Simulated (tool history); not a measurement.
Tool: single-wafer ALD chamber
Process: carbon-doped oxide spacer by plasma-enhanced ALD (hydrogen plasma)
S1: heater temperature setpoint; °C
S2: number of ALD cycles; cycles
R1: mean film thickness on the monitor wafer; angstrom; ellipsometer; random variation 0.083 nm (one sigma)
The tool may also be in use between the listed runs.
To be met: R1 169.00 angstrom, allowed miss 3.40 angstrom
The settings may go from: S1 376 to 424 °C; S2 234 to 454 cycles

run 1 hour=0.0 | S1=400 S2=344 | R1=183.21
run 2 hour=8.6 | S1=400 S2=310 | R1=164.98
run 3 hour=12.9 | S1=409 S2=310 | R1=160.24
run 4 hour=22.2 | S1=408 S2=312 | R1=162.13
run 5 hour=31.8 | S1=407 S2=314 | R1=162.67
run 6 hour=36.8 | S1=407 S2=295 | R1=154.12
run 7 hour=43.6 | S1=405 S2=298 | R1=157.45
run 8 hour=51.6 | S1=403 S2=300 | R1=159.89
run 9 hour=59.3 | S1=402 S2=301 | R1=158.63
run 10 hour=63.8 | S1=401 S2=304 | R1=162.44

Which of these 4 next moves meets every target?
run A hour=68.3 | S1=391 S2=302 | R1=?
run B hour=68.3 | S1=396 S2=317 | R1=?
run C hour=68.3 | S1=389 S2=299 | R1=?
run D hour=68.3 | S1=398 S2=303 | R1=?

move=A R1=160.55
move=B R1=168.52
move=C R1=158.95
move=D R1=161.08
A: further off than the last run
B: meets every target
C: further off than the last run
D: further off than the last run
Move B is the one to make.
